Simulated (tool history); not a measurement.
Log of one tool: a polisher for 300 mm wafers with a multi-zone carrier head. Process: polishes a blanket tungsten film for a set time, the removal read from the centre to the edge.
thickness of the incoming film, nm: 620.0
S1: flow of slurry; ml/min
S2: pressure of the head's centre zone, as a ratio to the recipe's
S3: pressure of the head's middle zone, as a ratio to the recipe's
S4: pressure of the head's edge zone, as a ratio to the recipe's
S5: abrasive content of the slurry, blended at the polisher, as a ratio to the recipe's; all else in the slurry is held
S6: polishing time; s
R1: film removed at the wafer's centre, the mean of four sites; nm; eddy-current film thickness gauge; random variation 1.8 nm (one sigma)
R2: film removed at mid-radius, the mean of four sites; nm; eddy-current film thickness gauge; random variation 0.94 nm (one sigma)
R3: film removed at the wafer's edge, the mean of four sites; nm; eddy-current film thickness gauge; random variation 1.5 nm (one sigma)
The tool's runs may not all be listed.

Run 1, day 0.000: S1 300 ml/min, S2 1.00, S3 1.00, S4 1.00, S5 1.00, S6 36 s. Result: R1 157.78 nm, R2 161.46 nm, R3 163.75 nm.
Run 2, day 0.217: S1 295 ml/min, S2 1.01, S3 0.96, S4 0.98, S5 0.90, S6 36 s. Result: R1 153.70 nm, R2 151.48 nm, R3 156.68 nm.
Run 3, day 0.483: S1 295 ml/min, S2 1.01, S3 1.03, S4 0.98, S5 0.90, S6 36 s. Result: R1 153.84 nm, R2 161.71 nm, R3 159.46 nm.
Run 4, day 0.571: S1 295 ml/min, S2 1.01, S3 1.03, S4 0.90, S5 0.90, S6 36 s. Result: R1 154.00 nm, R2 159.03 nm, R3 150.21 nm.
Run 5, day 0.712: S1 295 ml/min, S2 1.01, S3 1.03, S4 0.90, S5 1.10, S6 36 s. Result: R1 161.89 nm, R2 169.90 nm, R3 161.12 nm.
Run 6, day 0.775: S1 295 ml/min, S2 1.05, S3 1.03, S4 0.90, S5 1.10, S6 36 s. Result: R1 170.10 nm, R2 171.86 nm, R3 164.44 nm.
Run 7, day 0.829: S1 290 ml/min, S2 1.04, S3 0.98, S4 0.90, S5 1.00, S6 36 s. Result: R1 162.42 nm, R2 158.12 nm, R3 155.30 nm.

The next listed run, before its measurement:
Run 8, day 1.058: S1 255 ml/min, S2 1.01, S3 0.88, S4 0.95, S5 0.75, S6 35 s. Result: R1 ?, R2 ?, R3 ?.

R1: 140.06 nm
R2: 129.91 nm
R3: 140.87 nm
